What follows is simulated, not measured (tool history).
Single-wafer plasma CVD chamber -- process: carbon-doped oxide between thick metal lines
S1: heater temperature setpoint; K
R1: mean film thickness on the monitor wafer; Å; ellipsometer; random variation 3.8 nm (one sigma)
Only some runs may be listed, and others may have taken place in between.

Run 1, day 0.000: S1 603.15 K, chamber pressure (Pa) 651, RF power (kW) 0.595, deposition time (s) 134. Result: R1 7966.3 Å.
Run 2, day 0.071: S1 606.15 K, chamber pressure (Pa) 612, RF power (kW) 0.585, deposition time (s) 134. Result: R1 7656.2 Å.
Run 3, day 0.408: S1 606.15 K, chamber pressure (Pa) 612, RF power (kW) 0.585, deposition time (s) 138. Result: R1 7978.3 Å.
Run 4, day 0.612: S1 606.15 K, chamber pressure (Pa) 677, RF power (kW) 0.585, deposition time (s) 138. Result: R1 8049.8 Å.
Run 5, day 0.921: S1 609.15 K, chamber pressure (Pa) 656, RF power (kW) 0.575, deposition time (s) 138. Result: R1 7884.1 Å.
Run 6, day 1.158: S1 611.15 K, chamber pressure (Pa) 624, RF power (kW) 0.565, deposition time (s) 138. Result: R1 7643.2 Å.
Run 7, day 1.242: S1 613.15 K, chamber pressure (Pa) 605, RF power (kW) 0.560, deposition time (s) 138. Result: R1 7539.1 Å.
Run 8, day 1.312: S1 615.15 K, chamber pressure (Pa) 588, RF power (kW) 0.555, deposition time (s) 138. Result: R1 7454.6 Å.

What will run 9 give?
Run 9, day 1.608: S1 616.15 K, chamber pressure (Pa) 573, RF power (kW) 0.550, deposition time (s) 138. Result: R1 ?.

R1: 7284.6 Å
